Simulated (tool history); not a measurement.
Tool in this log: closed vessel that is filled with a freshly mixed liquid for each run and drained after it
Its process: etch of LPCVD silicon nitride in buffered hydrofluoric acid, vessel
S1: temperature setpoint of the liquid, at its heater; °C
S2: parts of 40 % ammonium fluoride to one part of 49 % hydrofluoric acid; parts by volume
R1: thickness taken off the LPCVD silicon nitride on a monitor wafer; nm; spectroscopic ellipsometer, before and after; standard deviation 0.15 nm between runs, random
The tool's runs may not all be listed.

{"run": 1, "hour": 0.0, "S1": 23, "S2": 9, "time in the liquid (s)": 775, "R1": 10.488}
{"run": 2, "hour": 5.1, "S1": 24, "S2": 9, "time in the liquid (s)": 775, "R1": 10.828}
{"run": 3, "hour": 12.6, "S1": 24, "S2": 9, "time in the liquid (s)": 570, "R1": 8.171}
{"run": 4, "hour": 21.2, "S1": 26, "S2": 9, "time in the liquid (s)": 570, "R1": 8.9945}
{"run": 5, "hour": 25.5, "S1": 24, "S2": 9, "time in the liquid (s)": 570, "R1": 8.0053}
{"run": 6, "hour": 34.3, "S1": 24, "S2": 9, "time in the liquid (s)": 570, "R1": 8.1101}
{"run": 7, "hour": 42.8, "S1": 25, "S2": 8.5, "time in the liquid (s)": 575, "R1": 9.0416}
{"run": 8, "hour": 48.7, "S1": 26, "S2": 8, "time in the liquid (s)": 595, "R1": 10.703}
{"run": 9, "hour": 49.7, "S1": 30, "S2": 8, "time in the liquid (s)": 595, "R1": 13.06}

The next listed run, before its measurement:
{"run": 10, "hour": 57.4, "S1": 30.5, "S2": 7.5, "time in the liquid (s)": 600, "R1": "?"}

R1: 14.565 nm
